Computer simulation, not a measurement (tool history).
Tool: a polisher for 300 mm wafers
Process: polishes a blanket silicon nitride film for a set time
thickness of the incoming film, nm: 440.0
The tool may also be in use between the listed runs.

| run | hour | flow of slurry (ml/min) | pressure of the wafer on the pad (kPa) | speed of the pad under the wafer (m/s) | polishing time (s) | film removed (nm) |
|---|---|---|---|---|---|---|
| 1 | 0 | 210 | 24.8 | 1 | 116 | 203.33 |
| 2 | 8.9 | 210 | 24.8 | 1 | 122 | 212.27 |
| 3 | 14.3 | 210 | 24.8 | 1 | 122 | 212.24 |
| 4 | 15.3 | 210 | 20 | 1 | 122 | 187.91 |
| 5 | 20.9 | 210 | 19.3 | 1 | 122 | 184.25 |
| 6 | 29.7 | 210 | 18.6 | 1 | 122 | 179.62 |
| 7 | 30.7 | 210 | 17.9 | 1 | 122 | 174.81 |

Forecast run 8:
| 8 | 36.7 | 210 | 17.2 | 1 | 122 | ? |

Run 8 gave film removed (nm) 172.8.
